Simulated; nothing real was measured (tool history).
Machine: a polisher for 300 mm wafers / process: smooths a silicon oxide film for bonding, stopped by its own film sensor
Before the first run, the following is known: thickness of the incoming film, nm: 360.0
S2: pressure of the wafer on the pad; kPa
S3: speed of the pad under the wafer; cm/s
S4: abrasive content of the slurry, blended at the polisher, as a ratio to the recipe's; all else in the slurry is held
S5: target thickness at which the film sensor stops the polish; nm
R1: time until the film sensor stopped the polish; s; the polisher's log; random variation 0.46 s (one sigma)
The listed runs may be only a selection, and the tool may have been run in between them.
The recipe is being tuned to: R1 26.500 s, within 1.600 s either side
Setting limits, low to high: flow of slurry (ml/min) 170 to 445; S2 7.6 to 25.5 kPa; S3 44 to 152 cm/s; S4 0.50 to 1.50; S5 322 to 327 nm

Run 1, hour 0.0: flow of slurry (ml/min) 285, S2 16.5 kPa, S3 98 cm/s, S4 1.00, S5 322 nm. Result: R1 53.589 s.
Run 2, hour 6.4: flow of slurry (ml/min) 285, S2 16.5 kPa, S3 98 cm/s, S4 1.00, S5 322 nm. Result: R1 52.948 s.
Run 3, hour 12.4: flow of slurry (ml/min) 285, S2 16.5 kPa, S3 98 cm/s, S4 1.00, S5 322 nm. Result: R1 52.363 s.
Run 4, hour 14.0: flow of slurry (ml/min) 285, S2 19.3 kPa, S3 104 cm/s, S4 1.00, S5 322 nm. Result: R1 43.615 s.
Run 5, hour 15.2: flow of slurry (ml/min) 285, S2 19.3 kPa, S3 104 cm/s, S4 0.90, S5 322 nm. Result: R1 46.316 s.
Run 6, hour 17.6: flow of slurry (ml/min) 285, S2 15.2 kPa, S3 104 cm/s, S4 0.90, S5 322 nm. Result: R1 58.790 s.
Run 7, hour 20.8: flow of slurry (ml/min) 285, S2 17.9 kPa, S3 114 cm/s, S4 0.90, S5 322 nm. Result: R1 45.905 s.
Run 8, hour 29.3: flow of slurry (ml/min) 285, S2 20.0 kPa, S3 120 cm/s, S4 0.90, S5 322 nm. Result: R1 38.564 s.
Run 9, hour 35.3: flow of slurry (ml/min) 285, S2 21.4 kPa, S3 124 cm/s, S4 0.90, S5 322 nm. Result: R1 36.927 s.
Run 10, hour 36.5: flow of slurry (ml/min) 285, S2 22.8 kPa, S3 130 cm/s, S4 0.90, S5 322 nm. Result: R1 33.292 s.
Run 11, hour 45.1: flow of slurry (ml/min) 285, S2 23.4 kPa, S3 134 cm/s, S4 0.90, S5 322 nm. Result: R1 31.243 s.
Run 12, hour 50.2: flow of slurry (ml/min) 285, S2 24.1 kPa, S3 138 cm/s, S4 0.90, S5 322 nm. Result: R1 29.886 s.

Exactly one of the 5 candidate moves below puts every result within its allowed miss. Which one?
Run A, hour 55.3: flow of slurry (ml/min) 320, S2 24.1 kPa, S3 120 cm/s, S4 0.90, S5 322 nm. Result: R1 ?.
Run B, hour 55.3: flow of slurry (ml/min) 300, S2 20.7 kPa, S3 136 cm/s, S4 1.00, S5 322 nm. Result: R1 ?.
Run C, hour 55.3: flow of slurry (ml/min) 265, S2 25.5 kPa, S3 150 cm/s, S4 0.75, S5 325 nm. Result: R1 ?.
Run D, hour 55.3: flow of slurry (ml/min) 265, S2 24.8 kPa, S3 114 cm/s, S4 0.75, S5 323 nm. Result: R1 ?.
Run E, hour 55.3: flow of slurry (ml/min) 235, S2 24.1 kPa, S3 128 cm/s, S4 0.75, S5 322 nm. Result: R1 ?.

move      R1
   A  32.850
   B  32.787
   C  27.029
   D  36.523
   E  35.622
A: misses by more than the last run did
B: misses by more than the last run did
C: in spec on every target
D: misses by more than the last run did
E: misses by more than the last run did
C is the move that brings every result within its allowed miss.

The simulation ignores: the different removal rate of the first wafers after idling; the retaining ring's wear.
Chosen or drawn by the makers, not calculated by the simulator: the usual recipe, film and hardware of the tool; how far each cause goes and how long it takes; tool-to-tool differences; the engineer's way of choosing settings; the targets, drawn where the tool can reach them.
